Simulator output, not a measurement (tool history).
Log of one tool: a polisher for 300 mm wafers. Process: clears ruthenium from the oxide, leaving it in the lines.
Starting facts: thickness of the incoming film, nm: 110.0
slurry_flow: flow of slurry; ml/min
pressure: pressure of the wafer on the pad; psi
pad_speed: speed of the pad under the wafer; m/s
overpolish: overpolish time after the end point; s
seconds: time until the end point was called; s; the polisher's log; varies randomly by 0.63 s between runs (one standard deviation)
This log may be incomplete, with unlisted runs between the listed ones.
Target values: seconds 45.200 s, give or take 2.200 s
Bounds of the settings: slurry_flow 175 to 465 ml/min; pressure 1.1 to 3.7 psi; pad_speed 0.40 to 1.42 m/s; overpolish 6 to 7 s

run,hour,slurry_flow,pressure,pad_speed,overpolish,seconds
1,0.0,295,2.4,0.90,7,82.961
2,2.1,295,2.4,0.90,6,82.804
3,10.8,295,2.4,1.00,6,76.732
4,19.4,230,2.4,1.00,6,77.450
5,25.1,230,2.7,1.02,6,68.778
6,30.5,230,2.7,1.02,7,67.583
7,33.4,230,2.9,1.04,7,62.750
8,34.2,235,3.5,1.12,7,47.259

Exactly one of the 4 candidate moves below puts every result within its allowed miss. Which one?
A,35.0,175,3.0,1.34,7,?
B,35.0,230,3.2,1.28,6,?
C,35.0,225,3.1,1.16,7,?
D,35.0,295,3.2,1.12,7,?

move,seconds
A,49.347
B,46.397
C,52.851
D,51.361
A: misses by more than the last run did
B: all results in spec
C: misses by more than the last run did
D: misses by more than the last run did
Go with B: it meets all targets.

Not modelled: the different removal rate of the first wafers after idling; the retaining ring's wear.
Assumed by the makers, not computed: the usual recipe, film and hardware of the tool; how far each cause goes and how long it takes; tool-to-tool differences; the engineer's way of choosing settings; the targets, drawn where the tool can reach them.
